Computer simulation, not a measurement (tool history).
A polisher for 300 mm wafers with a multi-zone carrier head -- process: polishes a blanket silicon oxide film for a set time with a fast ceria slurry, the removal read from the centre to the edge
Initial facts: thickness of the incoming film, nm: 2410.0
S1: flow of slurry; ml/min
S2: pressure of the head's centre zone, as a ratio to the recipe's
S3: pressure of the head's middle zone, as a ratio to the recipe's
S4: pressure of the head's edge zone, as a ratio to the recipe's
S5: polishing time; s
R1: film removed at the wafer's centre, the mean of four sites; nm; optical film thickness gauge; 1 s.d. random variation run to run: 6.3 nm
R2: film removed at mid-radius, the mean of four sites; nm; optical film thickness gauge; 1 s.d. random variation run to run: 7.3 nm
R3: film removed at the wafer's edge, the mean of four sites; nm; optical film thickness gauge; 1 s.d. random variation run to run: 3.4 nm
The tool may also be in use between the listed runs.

run,hour,S1,S2,S3,S4,S5,R1,R2,R3
1,0.0,275,1.00,1.00,1.00,35,390.46,394.48,400.19
2,8.5,275,1.00,1.00,1.00,39,435.11,437.99,445.69
3,10.5,290,1.06,1.04,1.03,40,470.97,460.31,462.40
4,11.1,320,1.06,1.04,1.03,40,478.90,472.10,463.65
5,13.1,320,0.99,1.04,1.03,40,445.90,464.76,463.99
6,14.8,320,0.99,1.04,1.03,46,517.53,543.86,534.09
7,23.8,330,1.03,1.03,1.00,46,535.11,541.00,528.48
8,28.3,330,1.03,1.03,1.00,46,541.70,548.06,530.60
9,31.7,335,1.06,1.02,0.98,46,546.03,536.72,525.97

What will run 10 give?
10,35.8,340,1.09,1.03,0.96,46,?,?,?

{"run 10": {"R1": 560.07, "R2": 536.6, "R3": 527.78}}

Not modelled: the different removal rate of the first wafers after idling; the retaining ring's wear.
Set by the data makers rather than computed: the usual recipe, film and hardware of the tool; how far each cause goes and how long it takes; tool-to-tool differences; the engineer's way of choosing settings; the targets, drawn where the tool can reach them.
